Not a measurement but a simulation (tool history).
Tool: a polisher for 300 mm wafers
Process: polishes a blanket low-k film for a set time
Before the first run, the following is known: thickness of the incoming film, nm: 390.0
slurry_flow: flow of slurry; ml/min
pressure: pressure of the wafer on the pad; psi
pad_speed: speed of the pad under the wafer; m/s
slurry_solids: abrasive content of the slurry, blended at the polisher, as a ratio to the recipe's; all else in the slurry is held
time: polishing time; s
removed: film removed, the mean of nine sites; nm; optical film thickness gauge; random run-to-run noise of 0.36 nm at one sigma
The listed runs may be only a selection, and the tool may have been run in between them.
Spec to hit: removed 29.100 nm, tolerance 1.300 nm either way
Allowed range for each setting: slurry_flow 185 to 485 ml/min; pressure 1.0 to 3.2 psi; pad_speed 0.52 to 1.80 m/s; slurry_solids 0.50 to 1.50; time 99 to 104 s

run,hour,slurry_flow,pressure,pad_speed,slurry_solids,time,removed
1,0.0,310,2.1,1.16,1.00,99,46.561
2,1.5,310,2.0,1.16,1.00,99,44.760
3,2.9,310,2.3,1.16,1.00,99,50.372
4,10.2,310,2.3,1.16,1.00,104,53.476
5,17.7,310,2.3,1.40,1.00,104,62.342
6,21.8,310,2.3,1.58,1.00,104,68.870
7,27.8,310,2.1,1.50,1.00,104,59.442
8,33.1,310,1.9,1.44,1.00,104,51.487
9,38.5,310,1.8,1.42,1.00,104,49.155
10,40.8,310,1.7,1.38,1.00,104,46.349
11,49.0,310,1.6,1.34,1.00,104,43.528
12,55.4,310,1.5,1.30,1.00,104,39.859
13,61.8,310,1.4,1.28,1.00,104,36.168
14,66.7,310,1.3,1.28,1.00,104,34.516

Pick the move, out of 4, that brings all results within their allowed miss; only one does.
A,71.6,320,1.0,1.38,1.10,101,?
B,71.6,285,1.3,0.92,1.15,99,?
C,71.6,325,1.5,1.48,1.15,104,?
D,71.6,220,1.7,1.28,0.80,104,?

move,removed
A,29.719
B,26.436
C,46.626
D,39.317
A: all results in spec
B: the result that was furthest off in the last run now lies on the other side of its target
C: further off than the last run
D: further off than the last run
Go with A: it meets all targets.

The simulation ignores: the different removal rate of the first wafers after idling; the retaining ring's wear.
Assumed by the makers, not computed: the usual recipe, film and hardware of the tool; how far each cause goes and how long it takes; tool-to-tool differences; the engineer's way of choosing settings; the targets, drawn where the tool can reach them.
